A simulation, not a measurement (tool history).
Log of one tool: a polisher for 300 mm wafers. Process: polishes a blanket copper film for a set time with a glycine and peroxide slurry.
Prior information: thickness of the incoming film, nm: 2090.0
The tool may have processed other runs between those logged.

| run | hour | flow of slurry (ml/min) | pressure of the wafer on the pad (psi) | speed of the pad under the wafer (m/s) | polishing time (s) | film removed (angstrom) |
|---|---|---|---|---|---|---|
| 1 | 0.0 | 145 | 2.7 | 1.10 | 62 | 3358.8 |
| 2 | 7.7 | 145 | 2.7 | 1.10 | 62 | 3347.6 |
| 3 | 11.2 | 140 | 2.6 | 1.10 | 62 | 3276.0 |
| 4 | 18.1 | 140 | 2.5 | 1.10 | 62 | 3122.6 |
|  | 22.7 | head pressure recalibrated |
| 5 | 22.7 | 135 | 2.4 | 1.10 | 62 | 3304.9 |
| 6 | 31.4 | 165 | 2.4 | 1.10 | 62 | 3433.6 |
| 7 | 39.4 | 155 | 2.3 | 1.10 | 62 | 3286.5 |
| 8 | 41.6 | 115 | 1.6 | 1.08 | 62 | 2316.7 |
| 9 | 48.6 | 120 | 1.6 | 1.08 | 62 | 2336.2 |
| 10 | 54.1 | 125 | 1.6 | 1.08 | 62 | 2355.6 |
| 11 | 59.0 | 130 | 1.6 | 1.08 | 62 | 2369.9 |

Forecast run 12:
| 12 | 64.4 | 130 | 1.6 | 1.08 | 62 | ? |

{"run 12": {"film removed (angstrom)": 2379.9}}

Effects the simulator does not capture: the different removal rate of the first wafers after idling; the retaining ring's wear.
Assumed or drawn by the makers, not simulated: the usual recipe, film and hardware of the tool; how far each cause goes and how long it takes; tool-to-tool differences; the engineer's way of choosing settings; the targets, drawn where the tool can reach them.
